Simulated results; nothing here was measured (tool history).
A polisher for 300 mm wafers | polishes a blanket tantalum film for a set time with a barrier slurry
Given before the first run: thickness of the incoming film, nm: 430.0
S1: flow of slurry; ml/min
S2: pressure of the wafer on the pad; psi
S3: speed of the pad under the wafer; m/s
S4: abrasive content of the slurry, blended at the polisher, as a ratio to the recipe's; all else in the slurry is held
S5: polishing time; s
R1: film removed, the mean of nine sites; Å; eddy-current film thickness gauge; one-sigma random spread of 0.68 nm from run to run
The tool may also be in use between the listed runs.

run,hour,S1,S2,S3,S4,S5,R1
1,0.0,215,2.5,1.16,1.0,47,986.73
2,1.2,215,2.1,1.16,1.0,47,865.42
3,4.5,215,2.1,1.04,1.0,47,760.27
4,9.5,215,2.7,1.04,1.0,47,969.16
5,17.7,215,2.3,1.02,1.0,47,835.40
6,18.9,215,2.3,1.02,1.1,47,835.93
7,25.1,215,2.0,1.02,1.1,47,757.18

Expected results for the next run?
8,29.4,215,1.8,1.02,1.1,47,?

R1: 696.10 Å

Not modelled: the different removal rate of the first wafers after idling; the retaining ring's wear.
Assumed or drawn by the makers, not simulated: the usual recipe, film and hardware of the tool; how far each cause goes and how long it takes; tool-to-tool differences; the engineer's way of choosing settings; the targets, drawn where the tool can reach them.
